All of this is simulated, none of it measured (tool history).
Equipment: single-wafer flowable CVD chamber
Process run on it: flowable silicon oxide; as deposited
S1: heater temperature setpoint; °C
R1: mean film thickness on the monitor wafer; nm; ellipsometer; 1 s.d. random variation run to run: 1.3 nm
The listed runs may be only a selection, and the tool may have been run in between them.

{"run": 1, "day": 0.0, "S1": 95, "chamber pressure (Pa)": 94.8, "RF power (W)": 2570, "deposition time (s)": 322, "R1": 210.28}
{"run": 2, "day": 0.379, "S1": 91, "chamber pressure (Pa)": 94.9, "RF power (W)": 2570, "deposition time (s)": 322, "R1": 243.84}
{"run": 3, "day": 0.629, "S1": 91, "chamber pressure (Pa)": 94.9, "RF power (W)": 2570, "deposition time (s)": 322, "R1": 245.75}
{"run": 4, "day": 0.762, "S1": 91, "chamber pressure (Pa)": 94.9, "RF power (W)": 2410, "deposition time (s)": 322, "R1": 242.97}
{"run": 5, "day": 0.817, "S1": 88, "chamber pressure (Pa)": 94.9, "RF power (W)": 2410, "deposition time (s)": 322, "R1": 268.07}
{"day": 1.129, "done": "capacitance manometer re-zeroed and calibrated"}
{"run": 6, "day": 1.129, "S1": 88, "chamber pressure (Pa)": 109.7, "RF power (W)": 2410, "deposition time (s)": 322, "R1": 296.07}
{"run": 7, "day": 1.271, "S1": 88, "chamber pressure (Pa)": 109.7, "RF power (W)": 2410, "deposition time (s)": 322, "R1": 295.57}

For run 8, what comes out?
{"run": 8, "day": 1.604, "S1": 87, "chamber pressure (Pa)": 109.7, "RF power (W)": 2410, "deposition time (s)": 322, "R1": "?"}

Run 8 came out at R1 307.76 nm.
